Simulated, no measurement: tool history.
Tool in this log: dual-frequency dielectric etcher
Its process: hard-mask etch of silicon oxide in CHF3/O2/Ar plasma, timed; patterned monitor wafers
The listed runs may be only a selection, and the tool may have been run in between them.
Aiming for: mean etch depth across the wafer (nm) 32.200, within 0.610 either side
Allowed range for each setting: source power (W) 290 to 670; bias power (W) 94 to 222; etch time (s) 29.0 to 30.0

| run | day | source power (W) | bias power (W) | etch time (s) | mean etch depth across the wafer (nm) |
|---|---|---|---|---|---|
| 1 | 0.000 | 480 | 158 | 29.0 | 48.684 |
| 2 | 0.338 | 540 | 158 | 29.0 | 51.720 |
| 3 | 0.708 | 460 | 158 | 29.0 | 47.876 |
| 4 | 0.817 | 420 | 158 | 29.0 | 45.123 |
| 5 | 0.933 | 470 | 158 | 29.0 | 47.978 |
| 6 | 1.050 | 470 | 158 | 30.0 | 49.666 |
| 7 | 1.179 | 410 | 136 | 29.5 | 41.764 |
| 8 | 1.233 | 410 | 136 | 29.5 | 42.268 |
| 9 | 1.521 | 370 | 123 | 29.5 | 37.449 |
| 10 | 1.667 | 340 | 119 | 29.5 | 34.440 |
| 11 | 1.850 | 330 | 119 | 29.5 | 33.581 |

Exercise: of the 4 proposed moves below, exactly one satisfies all targets within the stated allowed misses. Which move is it?
| A | 2.033 | 340 | 118 | 29.0 | ? |
| B | 2.033 | 310 | 128 | 29.0 | ? |
| C | 2.033 | 340 | 109 | 30.0 | ? |
| D | 2.033 | 330 | 123 | 29.5 | ? |

| move | mean etch depth across the wafer (nm) |
|---|---|
| A | 33.507 |
| B | 32.009 |
| C | 33.236 |
| D | 33.974 |
A: better than the last run, though not everything is in spec
B: each result inside its tolerance
C: better than the last run, though not everything is in spec
D: its largest miss is bigger than the last run's
Answer: B
